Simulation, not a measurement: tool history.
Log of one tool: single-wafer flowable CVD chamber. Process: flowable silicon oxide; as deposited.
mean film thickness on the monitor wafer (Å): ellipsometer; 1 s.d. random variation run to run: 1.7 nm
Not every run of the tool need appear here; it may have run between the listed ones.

run  hour  heater temperature setpoint (deg C)  chamber pressure (mTorr)  RF power (W)  deposition time (s)  mean film thickness on the monitor wafer (Å)
  1   0.0                                   95                      1030          1750                  492                                        4900.7
  2   6.5                                   95                      1150          1750                  492                                        5453.9
  3   8.0                                   85                      1150          1750                  492                                        7213.0
  4  10.2                                   85                      1300          1750                  492                                        8092.3
  5  19.1                                   74                      1300          1750                  492                                       10714.0
  6  23.3                                   76                      1300          1750                  492                                       10178.0
  7  30.9                                   78                      1300          1750                  492                                        9762.0
  8  33.1                                   80                      1300          1750                  492                                        9230.1
  9  36.0                                   81                      1300          1750                  492                                        9011.1
 10  43.7                                   82                      1300          1750                  492                                        8735.2
 11  52.6                                   83                      1300          1750                  492                                        8545.8

Expected results for the next run?
 12  59.0                                   84                      1300          1750                  492                                             ?

For run 12 the tool returned mean film thickness on the monitor wafer (Å) 8333.8.
